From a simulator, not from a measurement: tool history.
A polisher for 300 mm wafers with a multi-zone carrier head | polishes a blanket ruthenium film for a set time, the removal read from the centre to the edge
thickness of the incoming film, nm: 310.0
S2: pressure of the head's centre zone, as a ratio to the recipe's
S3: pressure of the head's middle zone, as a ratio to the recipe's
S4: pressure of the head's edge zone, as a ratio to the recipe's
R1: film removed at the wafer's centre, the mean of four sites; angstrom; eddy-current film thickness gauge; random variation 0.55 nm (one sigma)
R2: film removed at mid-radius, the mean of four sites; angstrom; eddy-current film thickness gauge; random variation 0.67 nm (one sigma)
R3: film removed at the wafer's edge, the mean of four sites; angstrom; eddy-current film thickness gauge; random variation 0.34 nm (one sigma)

run 1 hour=0.0 | flow_of_slurry_(ml/min)=165 S2=1.00 S3=1.00 S4=1.00 polishing_time_(s)=35 | R1=376.13 R2=375.10 R3=372.64
run 2 hour=5.9 | flow_of_slurry_(ml/min)=165 S2=1.00 S3=1.08 S4=1.00 polishing_time_(s)=35 | R1=380.17 R2=401.02 R3=378.17
run 3 hour=9.2 | flow_of_slurry_(ml/min)=190 S2=1.04 S3=1.12 S4=1.01 polishing_time_(s)=37 | R1=423.25 R2=449.28 R3=411.87
run 4 hour=12.5 | flow_of_slurry_(ml/min)=190 S2=1.04 S3=1.06 S4=1.01 polishing_time_(s)=37 | R1=414.05 R2=426.24 R3=413.23
run 5 hour=20.4 | flow_of_slurry_(ml/min)=190 S2=0.99 S3=1.06 S4=1.01 polishing_time_(s)=37 | R1=412.38 R2=424.87 R3=407.07
run 6 hour=26.3 | flow_of_slurry_(ml/min)=215 S2=1.03 S3=1.08 S4=0.97 polishing_time_(s)=39 | R1=457.20 R2=454.72 R3=426.62
run 7 hour=29.3 | flow_of_slurry_(ml/min)=225 S2=1.06 S3=1.12 S4=0.96 polishing_time_(s)=40 | R1=486.36 R2=490.40 R3=435.55
run 8 hour=31.6 | flow_of_slurry_(ml/min)=230 S2=1.09 S3=1.14 S4=0.98 polishing_time_(s)=41 | R1=492.24 R2=515.49 R3=455.50
run 9 hour=33.4 | flow_of_slurry_(ml/min)=235 S2=1.10 S3=1.14 S4=0.97 polishing_time_(s)=42 | R1=517.68 R2=530.51 R3=462.71

Forecast run 10:
run 10 hour=38.3 | flow_of_slurry_(ml/min)=240 S2=1.12 S3=1.14 S4=0.97 polishing_time_(s)=43 | R1=? R2=? R3=?

Run 10 gave R1 533.82 angstrom, R2 555.17 angstrom, R3 474.81 angstrom.
